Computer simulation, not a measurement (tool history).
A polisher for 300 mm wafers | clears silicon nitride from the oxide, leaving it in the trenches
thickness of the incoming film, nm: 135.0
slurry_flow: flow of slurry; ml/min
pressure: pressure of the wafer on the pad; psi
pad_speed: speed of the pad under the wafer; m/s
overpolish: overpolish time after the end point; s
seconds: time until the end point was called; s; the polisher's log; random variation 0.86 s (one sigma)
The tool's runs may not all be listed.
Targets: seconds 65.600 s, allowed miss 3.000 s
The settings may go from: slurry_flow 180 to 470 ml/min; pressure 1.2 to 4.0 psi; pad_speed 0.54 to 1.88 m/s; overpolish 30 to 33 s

{"run": 1, "hour": 0.0, "slurry_flow": 300, "pressure": 2.6, "pad_speed": 1.2, "overpolish": 30, "seconds": 111.96}
{"run": 2, "hour": 7.3, "slurry_flow": 300, "pressure": 2.8, "pad_speed": 1.2, "overpolish": 30, "seconds": 102.67}
{"run": 3, "hour": 14.2, "slurry_flow": 300, "pressure": 3.0, "pad_speed": 1.2, "overpolish": 30, "seconds": 95.202}
{"run": 4, "hour": 17.9, "slurry_flow": 300, "pressure": 3.3, "pad_speed": 1.2, "overpolish": 30, "seconds": 86.939}
{"run": 5, "hour": 18.7, "slurry_flow": 300, "pressure": 3.4, "pad_speed": 1.22, "overpolish": 30, "seconds": 82.507}
{"run": 6, "hour": 23.5, "slurry_flow": 300, "pressure": 3.5, "pad_speed": 1.22, "overpolish": 30, "seconds": 79.986}
{"run": 7, "hour": 25.8, "slurry_flow": 300, "pressure": 3.6, "pad_speed": 1.22, "overpolish": 30, "seconds": 78.633}
{"run": 8, "hour": 28.7, "slurry_flow": 300, "pressure": 3.7, "pad_speed": 1.24, "overpolish": 30, "seconds": 73.723}
{"run": 9, "hour": 33.4, "slurry_flow": 300, "pressure": 3.8, "pad_speed": 1.24, "overpolish": 30, "seconds": 72.25}
{"hour": 38.8, "done": "head pressure recalibrated"}
{"run": 10, "hour": 38.8, "slurry_flow": 300, "pressure": 3.9, "pad_speed": 1.26, "overpolish": 30, "seconds": 75.307}
{"run": 11, "hour": 44.3, "slurry_flow": 305, "pressure": 3.9, "pad_speed": 1.32, "overpolish": 30, "seconds": 73.526}

5 next moves are on the table. One of them brings every result within its allowed miss. Which?
{"run": "A", "hour": 49.8, "slurry_flow": 275, "pressure": 3.9, "pad_speed": 1.32, "overpolish": 30, "seconds": "?"}
{"run": "B", "hour": 49.8, "slurry_flow": 270, "pressure": 3.3, "pad_speed": 1.62, "overpolish": 30, "seconds": "?"}
{"run": "C", "hour": 49.8, "slurry_flow": 335, "pressure": 3.4, "pad_speed": 1.5, "overpolish": 33, "seconds": "?"}
{"run": "D", "hour": 49.8, "slurry_flow": 285, "pressure": 4.0, "pad_speed": 1.32, "overpolish": 30, "seconds": "?"}
{"run": "E", "hour": 49.8, "slurry_flow": 255, "pressure": 3.7, "pad_speed": 1.56, "overpolish": 30, "seconds": "?"}

move=A seconds=75.089
move=B seconds=72.486
move=C seconds=74.987
move=D seconds=73.100
move=E seconds=67.474
A: further off than the last run
B: nearer than the last run, and not there yet
C: further off than the last run
D: nearer than the last run, and not there yet
E: meets every target
Answer: E

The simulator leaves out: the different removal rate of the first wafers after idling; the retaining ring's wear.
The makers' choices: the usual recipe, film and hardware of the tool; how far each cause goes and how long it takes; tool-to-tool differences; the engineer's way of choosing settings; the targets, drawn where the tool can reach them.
